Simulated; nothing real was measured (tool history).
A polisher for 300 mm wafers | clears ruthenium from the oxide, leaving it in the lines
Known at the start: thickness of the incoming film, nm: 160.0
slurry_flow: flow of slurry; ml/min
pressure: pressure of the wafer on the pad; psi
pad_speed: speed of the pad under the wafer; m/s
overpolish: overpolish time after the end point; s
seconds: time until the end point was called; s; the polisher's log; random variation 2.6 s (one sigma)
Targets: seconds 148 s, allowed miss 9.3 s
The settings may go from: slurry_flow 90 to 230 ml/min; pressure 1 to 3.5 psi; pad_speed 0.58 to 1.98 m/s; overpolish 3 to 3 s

run,day,slurry_flow,pressure,pad_speed,overpolish,seconds
1,0,150,2.2,1.28,3,95.36
2,0.354,150,1.8,1.28,3,111.52
3,0.554,150,1.8,1.5,3,95.622
4,0.671,140,1.8,1.5,3,95.243
5,0.771,140,1.7,1.46,3,108.72
6,1.008,135,1.6,1.46,3,114.67
7,1.158,130,1.5,1.46,3,122.89
8,1.4,125,1.5,1.46,3,121.6
9,1.617,125,1.4,1.46,3,132.06

Which of these 5 next moves meets every target?
A,1.833,110,1.4,1.56,3,?
B,1.833,135,1.4,1.28,3,?
C,1.833,100,1.4,1.18,3,?
D,1.833,110,1.1,1.52,3,?
E,1.833,90,1.1,1.44,3,?

move,seconds
A,127.51
B,147.54
C,171.5
D,164.37
E,183.24
A: further off than the last run
B: meets every target
C: takes the result that was furthest off past its target
D: takes the result that was furthest off past its target
E: takes the result that was furthest off past its target
The right move is B.
